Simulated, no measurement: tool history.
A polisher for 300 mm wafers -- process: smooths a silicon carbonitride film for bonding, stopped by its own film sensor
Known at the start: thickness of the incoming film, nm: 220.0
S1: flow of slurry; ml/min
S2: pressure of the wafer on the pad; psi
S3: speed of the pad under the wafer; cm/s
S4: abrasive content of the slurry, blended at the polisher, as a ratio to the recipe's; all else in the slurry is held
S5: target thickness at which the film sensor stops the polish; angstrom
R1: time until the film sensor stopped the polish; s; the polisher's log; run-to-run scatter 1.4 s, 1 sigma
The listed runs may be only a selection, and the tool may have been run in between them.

Run 1, hour 0: S1 260 ml/min, S2 2.2 psi, S3 110 cm/s, S4 1, S5 2030 angstrom. Result: R1 47.885 s.
Run 2, hour 3.8: S1 260 ml/min, S2 1.9 psi, S3 108 cm/s, S4 1, S5 2030 angstrom. Result: R1 54.097 s.
Run 3, hour 9: S1 260 ml/min, S2 1.7 psi, S3 106 cm/s, S4 1, S5 2030 angstrom. Result: R1 60.54 s.
Run 4, hour 13.9: S1 260 ml/min, S2 1.9 psi, S3 106 cm/s, S4 1, S5 2030 angstrom. Result: R1 55.42 s.
Run 5, hour 20.7: S1 235 ml/min, S2 1.9 psi, S3 106 cm/s, S4 1, S5 2030 angstrom. Result: R1 55.543 s.
Run 6, hour 26.3: S1 235 ml/min, S2 2.2 psi, S3 106 cm/s, S4 1, S5 2030 angstrom. Result: R1 49.31 s.
Run 7, hour 32.3: S1 235 ml/min, S2 1.6 psi, S3 96 cm/s, S4 1, S5 2030 angstrom. Result: R1 66.164 s.

Predict the results of run 8:
Run 8, hour 40.6: S1 235 ml/min, S2 1.5 psi, S3 96 cm/s, S4 1, S5 2030 angstrom. Result: R1 ?.

R1: 68.544 s

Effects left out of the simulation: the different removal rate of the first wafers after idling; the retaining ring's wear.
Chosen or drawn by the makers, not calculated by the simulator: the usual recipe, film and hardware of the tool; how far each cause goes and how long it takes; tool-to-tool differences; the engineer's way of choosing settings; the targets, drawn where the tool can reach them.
